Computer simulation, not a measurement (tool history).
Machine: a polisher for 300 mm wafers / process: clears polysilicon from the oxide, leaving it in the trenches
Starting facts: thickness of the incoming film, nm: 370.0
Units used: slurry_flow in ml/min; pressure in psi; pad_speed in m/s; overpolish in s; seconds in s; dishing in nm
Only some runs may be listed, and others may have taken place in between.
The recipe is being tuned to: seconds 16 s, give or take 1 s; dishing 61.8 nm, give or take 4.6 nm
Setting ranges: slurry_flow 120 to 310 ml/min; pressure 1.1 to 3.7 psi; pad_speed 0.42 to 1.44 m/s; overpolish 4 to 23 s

| run | hour | slurry_flow | pressure | pad_speed | overpolish | seconds | dishing |
|---|---|---|---|---|---|---|---|
| 1 | 0 | 200 | 2.4 | 0.92 | 12 | 30.094 | 78.134 |
| 2 | 6.6 | 200 | 2.1 | 0.92 | 12 | 34.272 | 72.117 |
| 3 | 11.4 | 235 | 2.1 | 1.08 | 9 | 28.85 | 69.397 |
| 4 | 20 | 260 | 2.2 | 1.2 | 7 | 24.872 | 66.592 |
| 5 | 22.8 | 260 | 2.2 | 1.2 | 10 | 25.755 | 76.414 |
| 6 | 28.2 | 305 | 2.2 | 1.2 | 10 | 24.569 | 81.788 |
| 7 | 31 | 265 | 2.5 | 1.26 | 8 | 20.627 | 74.407 |
| 8 | 37.4 | 245 | 2.6 | 1.28 | 7 | 20.485 | 73.903 |
| 9 | 41 | 205 | 2.7 | 1.34 | 6 | 18.411 | 70.509 |
| 10 | 46.1 | 180 | 2.7 | 1.38 | 5 | 18.34 | 64.487 |
| 11 | 51.3 | 165 | 2.8 | 1.4 | 5 | 17.395 | 66.598 |
| 12 | 55.1 | 150 | 2.9 | 1.42 | 5 | 17.219 | 66.903 |
| 13 | 61.9 | 140 | 3 | 1.42 | 5 | 17.052 | 67.282 |
|  | 66.5 | worn pad replaced by a new one |
| 14 | 66.5 | 175 | 3 | 1.44 | 4 | 14.442 | 64.759 |

5 candidate next runs follow, results not yet known. Just one meets every target within its allowed miss. Identify it.
| A | 71.1 | 185 | 2.7 | 1.22 | 6 | ? | ? |
| B | 71.1 | 210 | 3.1 | 1.44 | 5 | ? | ? |
| C | 71.1 | 140 | 3 | 1.34 | 4 | ? | ? |
| D | 71.1 | 160 | 2.6 | 1.26 | 7 | ? | ? |
| E | 71.1 | 190 | 2.6 | 1.32 | 6 | ? | ? |

| move | seconds | dishing |
|---|---|---|
| A | 18.056 | 69.941 |
| B | 13.221 | 74.244 |
| C | 15.419 | 61.297 |
| D | 18.484 | 74.288 |
| E | 17.287 | 71.413 |
A: moves the result that the last run missed by most past its target, out the other side
B: the biggest miss grows against the last run
C: in spec on every target
D: moves the result that the last run missed by most past its target, out the other side
E: moves the result that the last run missed by most past its target, out the other side
C is the move that brings every result within its allowed miss.

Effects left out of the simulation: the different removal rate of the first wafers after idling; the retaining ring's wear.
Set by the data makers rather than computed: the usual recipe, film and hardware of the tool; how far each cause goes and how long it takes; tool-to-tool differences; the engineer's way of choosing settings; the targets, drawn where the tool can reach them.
